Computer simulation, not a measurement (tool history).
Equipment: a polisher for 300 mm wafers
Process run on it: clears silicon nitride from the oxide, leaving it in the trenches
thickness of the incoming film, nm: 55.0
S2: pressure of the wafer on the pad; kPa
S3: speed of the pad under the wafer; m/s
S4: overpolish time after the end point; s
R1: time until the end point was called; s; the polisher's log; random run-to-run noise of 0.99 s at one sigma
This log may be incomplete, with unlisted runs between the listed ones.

{"run": 1, "hour": 0.0, "flow of slurry (ml/min)": 245, "S2": 12.4, "S3": 0.82, "S4": 11, "R1": 100.12}
{"run": 2, "hour": 7.1, "flow of slurry (ml/min)": 245, "S2": 9.7, "S3": 0.82, "S4": 11, "R1": 127.81}
{"run": 3, "hour": 8.3, "flow of slurry (ml/min)": 245, "S2": 11.0, "S3": 0.82, "S4": 11, "R1": 115.89}
{"run": 4, "hour": 10.1, "flow of slurry (ml/min)": 245, "S2": 8.3, "S3": 0.82, "S4": 11, "R1": 150.52}
{"run": 5, "hour": 10.9, "flow of slurry (ml/min)": 245, "S2": 9.7, "S3": 0.82, "S4": 11, "R1": 129.56}
{"run": 6, "hour": 15.9, "flow of slurry (ml/min)": 245, "S2": 9.7, "S3": 0.66, "S4": 11, "R1": 159.47}

Run 7 comes next. What will it give?
{"run": 7, "hour": 22.1, "flow of slurry (ml/min)": 245, "S2": 11.0, "S3": 0.66, "S4": 11, "R1": "?"}

R1: 138.70 s

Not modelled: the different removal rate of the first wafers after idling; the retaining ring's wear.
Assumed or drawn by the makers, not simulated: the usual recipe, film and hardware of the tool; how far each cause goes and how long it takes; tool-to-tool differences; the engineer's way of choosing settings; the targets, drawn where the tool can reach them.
